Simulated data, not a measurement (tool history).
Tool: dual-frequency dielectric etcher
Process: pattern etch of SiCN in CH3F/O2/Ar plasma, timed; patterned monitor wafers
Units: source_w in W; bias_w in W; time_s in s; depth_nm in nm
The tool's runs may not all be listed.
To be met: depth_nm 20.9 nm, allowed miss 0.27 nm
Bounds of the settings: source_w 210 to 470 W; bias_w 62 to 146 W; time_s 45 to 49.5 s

run	day	source_w	bias_w	time_s	depth_nm
1	0	340	104	49.5	19.449
2	0.175	320	104	49.5	19.027
3	0.408	280	104	49.5	18.164
4	0.542	320	105	49.5	19.103
5	0.588	320	94	49.5	18.38
6	0.796	300	94	49.5	17.895
7	0.938	340	95	49.5	18.874
8	1.242	370	96	49.5	19.496

Which of these 5 next moves meets every target?
A	1.546	360	110	49	?
B	1.546	410	97	48.5	?
C	1.546	390	113	48.5	?
D	1.546	360	92	46	?
E	1.546	360	124	47	?

move	depth_nm
A	20.166
B	20.019
C	20.801
D	17.696
E	20.26
A: nearer than the last run, and not there yet
B: nearer than the last run, and not there yet
C: meets every target
D: further off than the last run
E: nearer than the last run, and not there yet
Move C is the one to make.
